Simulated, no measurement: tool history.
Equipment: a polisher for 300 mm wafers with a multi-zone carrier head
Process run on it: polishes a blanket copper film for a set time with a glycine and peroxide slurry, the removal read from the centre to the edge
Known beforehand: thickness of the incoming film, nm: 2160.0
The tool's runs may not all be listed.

run	hour	flow of slurry (ml/min)	pressure of the head's centre zone	pressure of the head's middle zone	pressure of the head's edge zone	polishing time (s)	film removed at the wafer's centre (angstrom)	film removed at mid-radius (angstrom)	film removed at the wafer's edge (angstrom)
1	0	220	1	1	1	42	1848.3	1846.2	1727.8
2	3.8	220	1	1	1	35	1533.6	1554.1	1473.1
3	5.9	210	0.99	1	0.98	33	1443.7	1467.3	1329
4	10.4	210	0.97	1	0.98	32	1368.8	1406	1317.1
5	16.1	245	0.97	1	0.98	32	1426.9	1441.5	1323.9
# hour 23.7: edge zone pressure recalibrated
6	23.7	235	0.95	1	0.97	31	1303.7	1420.9	1346.6
7	30.7	225	0.95	1	0.96	30	1288.1	1336	1298.1
8	39.4	215	0.95	1.02	0.94	29	1245	1295.3	1224.2
9	40	210	0.94	1.04	0.93	28	1171.3	1253.8	1184.8
10	47.9	210	0.94	1.06	0.92	27	1088.5	1249.1	1143.1
11	51.1	205	0.94	1.07	0.91	26	1094	1202.7	1085.4
12	58.5	200	0.93	1.08	0.9	26	1080.5	1196.2	1077

Expected results for the next run?
13	63	195	0.92	1.09	0.89	26	?	?	?

film removed at the wafer's centre (angstrom): 1069.1
film removed at mid-radius (angstrom): 1247.4
film removed at the wafer's edge (angstrom): 1064.6
